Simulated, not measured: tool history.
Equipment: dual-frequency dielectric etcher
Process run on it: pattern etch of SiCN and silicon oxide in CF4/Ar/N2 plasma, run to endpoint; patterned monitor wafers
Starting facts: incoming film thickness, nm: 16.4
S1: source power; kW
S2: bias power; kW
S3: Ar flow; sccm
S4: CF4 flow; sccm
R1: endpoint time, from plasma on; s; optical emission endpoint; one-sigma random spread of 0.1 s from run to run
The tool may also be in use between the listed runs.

run    day     S1     S2   S3  S4      R1
  1  0.000  0.570  0.074   95  61  15.012
  2  0.233  0.500  0.074   95  61  16.770
  3  0.354  0.500  0.074   86  61  16.669
  4  0.442  0.530  0.075   86  61  15.710
  5  0.600  0.550  0.075   86  61  15.483
  6  0.792  0.550  0.075  100  61  15.311

For run 7, what comes out?
  7  0.842  0.570  0.075  100  61   ?

Run 7 measured R1 15.164 s.

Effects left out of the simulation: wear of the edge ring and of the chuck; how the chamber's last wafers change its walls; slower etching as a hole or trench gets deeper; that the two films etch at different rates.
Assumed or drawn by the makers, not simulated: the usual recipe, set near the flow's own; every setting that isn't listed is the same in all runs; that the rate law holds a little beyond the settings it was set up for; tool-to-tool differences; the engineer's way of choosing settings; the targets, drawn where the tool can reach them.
